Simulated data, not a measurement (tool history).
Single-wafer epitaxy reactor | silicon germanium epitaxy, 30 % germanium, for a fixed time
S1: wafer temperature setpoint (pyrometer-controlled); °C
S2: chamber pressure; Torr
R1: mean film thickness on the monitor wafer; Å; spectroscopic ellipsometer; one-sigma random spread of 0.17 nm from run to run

| run | hour | S1 | S2 | R1 |
|---|---|---|---|---|
| 1 | 0 | 625 | 19.3 | 936.08 |
| 2 | 6.7 | 631 | 19.3 | 1021.5 |
| 3 | 10.2 | 628 | 19.3 | 983.19 |
| 4 | 17.7 | 628 | 17.1 | 927.03 |
| 5 | 24.8 | 626 | 17.1 | 903.96 |
| 6 | 27.8 | 624 | 17.1 | 877.1 |
| 7 | 31.7 | 622 | 17.1 | 849.25 |
| 8 | 32.8 | 621 | 17.1 | 835.85 |

Expected results for the next run?
| 9 | 33.5 | 620 | 17.1 | ? |

R1: 824.56 Å
